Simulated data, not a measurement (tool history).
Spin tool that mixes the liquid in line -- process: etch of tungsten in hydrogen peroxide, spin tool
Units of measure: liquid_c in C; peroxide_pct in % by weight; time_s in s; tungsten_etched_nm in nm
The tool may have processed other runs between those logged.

run 1 hour=0.0 | liquid_c=46.0 peroxide_pct=16.5 time_s=15 | tungsten_etched_nm=9.7265
run 2 hour=3.7 | liquid_c=42.5 peroxide_pct=16.5 time_s=15 | tungsten_etched_nm=7.6389
run 3 hour=10.6 | liquid_c=43.5 peroxide_pct=16.5 time_s=15 | tungsten_etched_nm=8.3020
run 4 hour=15.0 | liquid_c=44.5 peroxide_pct=16.5 time_s=15 | tungsten_etched_nm=9.0430
run 5 hour=15.8 | liquid_c=45.5 peroxide_pct=16.5 time_s=15 | tungsten_etched_nm=9.4925
run 6 hour=24.0 | liquid_c=46.5 peroxide_pct=16.5 time_s=15 | tungsten_etched_nm=10.0880
run 7 hour=28.8 | liquid_c=47.0 peroxide_pct=16.5 time_s=15 | tungsten_etched_nm=10.3590
run 8 hour=35.7 | liquid_c=47.5 peroxide_pct=16.5 time_s=15 | tungsten_etched_nm=10.6080
run 9 hour=40.8 | liquid_c=48.0 peroxide_pct=16.5 time_s=15 | tungsten_etched_nm=11.1340
run 10 hour=49.4 | liquid_c=48.5 peroxide_pct=16.5 time_s=15 | tungsten_etched_nm=11.3710
run 11 hour=54.6 | liquid_c=49.0 peroxide_pct=16.5 time_s=15 | tungsten_etched_nm=11.6400
run 12 hour=60.9 | liquid_c=49.5 peroxide_pct=16.5 time_s=15 | tungsten_etched_nm=12.0360

Predict the results of run 13:
run 13 hour=67.7 | liquid_c=54.0 peroxide_pct=16.5 time_s=15 | tungsten_etched_nm=?

{"run 13": {"tungsten_etched_nm": 15.799}}
